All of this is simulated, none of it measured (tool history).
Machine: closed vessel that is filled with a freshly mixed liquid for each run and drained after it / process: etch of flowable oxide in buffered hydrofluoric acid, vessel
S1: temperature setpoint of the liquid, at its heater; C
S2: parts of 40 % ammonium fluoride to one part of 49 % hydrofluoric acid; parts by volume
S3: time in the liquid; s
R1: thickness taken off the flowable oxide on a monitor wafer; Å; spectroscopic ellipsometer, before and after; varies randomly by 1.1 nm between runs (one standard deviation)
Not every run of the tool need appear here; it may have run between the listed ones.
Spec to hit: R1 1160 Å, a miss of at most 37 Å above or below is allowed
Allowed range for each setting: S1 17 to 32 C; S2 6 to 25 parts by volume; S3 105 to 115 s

| run | hour | S1 | S2 | S3 | R1 |
|---|---|---|---|---|---|
| 1 | 0 | 25 | 15.5 | 105 | 1550.9 |
| 2 | 6.1 | 25 | 12.5 | 105 | 1909.3 |
| 3 | 13 | 23 | 13 | 105 | 1690.8 |
| 4 | 18.9 | 21.5 | 13.5 | 105 | 1476 |
| 5 | 25.6 | 21.5 | 13.5 | 105 | 1466.6 |
| 6 | 34.7 | 20.5 | 13.5 | 105 | 1400 |
| 7 | 40.3 | 19.5 | 13.5 | 105 | 1328.8 |
| 8 | 41.9 | 19 | 13.5 | 105 | 1304.5 |
| 9 | 47.2 | 18.5 | 13.5 | 105 | 1257.5 |
| 10 | 51.8 | 18 | 13.5 | 105 | 1219.5 |

Below are 5 possible settings for the next run. Only one of them brings all results inside the allowed miss of their targets. Which is it?
| A | 56.4 | 17 | 13 | 110 | ? |
| B | 56.4 | 18 | 12.5 | 105 | ? |
| C | 56.4 | 18 | 14 | 110 | ? |
| D | 56.4 | 17.5 | 13.5 | 105 | ? |
| E | 56.4 | 18 | 12 | 105 | ? |

| move | R1 |
|---|---|
| A | 1234.8 |
| B | 1296.7 |
| C | 1215.5 |
| D | 1168.7 |
| E | 1349.6 |
A: its largest miss is bigger than the last run's
B: its largest miss is bigger than the last run's
C: better than the last run, though not everything is in spec
D: in spec on every target
E: its largest miss is bigger than the last run's
D meets every target.
